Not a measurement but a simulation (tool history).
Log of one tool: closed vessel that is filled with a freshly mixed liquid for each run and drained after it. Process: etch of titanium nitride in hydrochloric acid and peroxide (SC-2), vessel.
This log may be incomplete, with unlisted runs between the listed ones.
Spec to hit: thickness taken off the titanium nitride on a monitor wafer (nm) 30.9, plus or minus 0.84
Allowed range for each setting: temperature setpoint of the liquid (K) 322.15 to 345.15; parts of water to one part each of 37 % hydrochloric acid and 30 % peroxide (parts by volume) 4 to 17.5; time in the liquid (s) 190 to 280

run  hour  temperature setpoint of the liquid (K)  parts of water to one part each of 37 % hydrochloric acid and 30 % peroxide (parts by volume)  time in the liquid (s)  thickness taken off the titanium nitride on a monitor wafer (nm)
  1     0                                  338.15                                                                                            9.5                     280                                                            20.244
  2   8.5                                  338.15                                                                                            6.5                     280                                                            27.208
  3  16.5                                  338.65                                                                                            6.5                     280                                                            28.286
  4  24.7                                  338.65                                                                                            8.5                     280                                                            22.928
  5  26.3                                  339.15                                                                                            8.5                     280                                                            23.626
  6  33.7                                  339.65                                                                                            8.5                     280                                                            24.333
  7  38.3                                  340.15                                                                                            8.5                     280                                                            25.068
  8  39.8                                  344.15                                                                                            8.5                     280                                                            31.804

Pick the move, out of 4, that brings all results within their allowed miss; only one does.
  A  41.3                                  345.15                                                                                            7.5                     230                                                                 ?
  B  41.3                                  344.15                                                                                            9.5                     275                                                                 ?
  C  41.3                                  340.65                                                                                              6                     270                                                                 ?
  D  41.3                                  344.65                                                                                              8                     265                                                                 ?

move  thickness taken off the titanium nitride on a monitor wafer (nm)
   A                                                            30.624
   B                                                            28.526
   C                                                            32.704
   D                                                            32.553
A: hits every target within its allowed miss
B: takes the result that was furthest off past its target
C: its largest miss is bigger than the last run's
D: its largest miss is bigger than the last run's
Correct choice: A, which meets every target

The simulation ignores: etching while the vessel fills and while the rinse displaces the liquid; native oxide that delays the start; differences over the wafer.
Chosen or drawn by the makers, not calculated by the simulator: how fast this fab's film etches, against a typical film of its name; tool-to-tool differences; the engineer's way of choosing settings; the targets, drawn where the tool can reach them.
